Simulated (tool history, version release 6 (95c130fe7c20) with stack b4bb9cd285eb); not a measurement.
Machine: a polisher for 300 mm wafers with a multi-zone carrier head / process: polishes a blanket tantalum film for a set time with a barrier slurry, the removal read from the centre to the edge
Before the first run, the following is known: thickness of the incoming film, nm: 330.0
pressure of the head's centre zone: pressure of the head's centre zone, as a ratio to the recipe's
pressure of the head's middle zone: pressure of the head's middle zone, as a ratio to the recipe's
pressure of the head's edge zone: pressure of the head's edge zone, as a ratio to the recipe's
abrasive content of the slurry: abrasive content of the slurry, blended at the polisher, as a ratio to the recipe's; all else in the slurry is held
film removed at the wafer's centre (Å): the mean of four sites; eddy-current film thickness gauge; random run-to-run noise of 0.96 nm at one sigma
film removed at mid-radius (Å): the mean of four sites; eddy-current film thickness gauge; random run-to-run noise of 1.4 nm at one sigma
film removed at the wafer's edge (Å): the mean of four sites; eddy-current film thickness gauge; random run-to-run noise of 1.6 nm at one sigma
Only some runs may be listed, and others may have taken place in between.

run,day,flow of slurry (ml/min),pressure of the head's centre zone,pressure of the head's middle zone,pressure of the head's edge zone,abrasive content of the slurry,polishing time (s),film removed at the wafer's centre (Å),film removed at mid-radius (Å),film removed at the wafer's edge (Å)
1,0.000,285,1.00,1.00,1.00,1.00,71,967.50,944.59,995.3
2,0.046,290,1.01,1.02,1.01,1.05,71,983.36,986.75,1004.0
3,0.312,290,1.06,1.02,1.01,1.05,71,1027.20,990.74,1010.5
4,0.521,290,1.06,1.02,1.01,1.05,80,1160.60,1080.50,1110.6
5,0.696,290,1.00,1.02,1.01,1.05,80,1119.30,1092.30,1097.2
6,0.742,290,1.00,1.02,1.06,1.05,80,1094.50,1121.80,1168.2
7,0.983,295,1.01,1.03,1.06,1.05,80,1119.40,1111.70,1139.3

Expected results for the next run?
8,1.342,295,1.02,1.04,1.07,1.10,80,?,?,?

film removed at the wafer's centre (Å): 1144.20
film removed at mid-radius (Å): 1148.40
film removed at the wafer's edge (Å): 1147.7
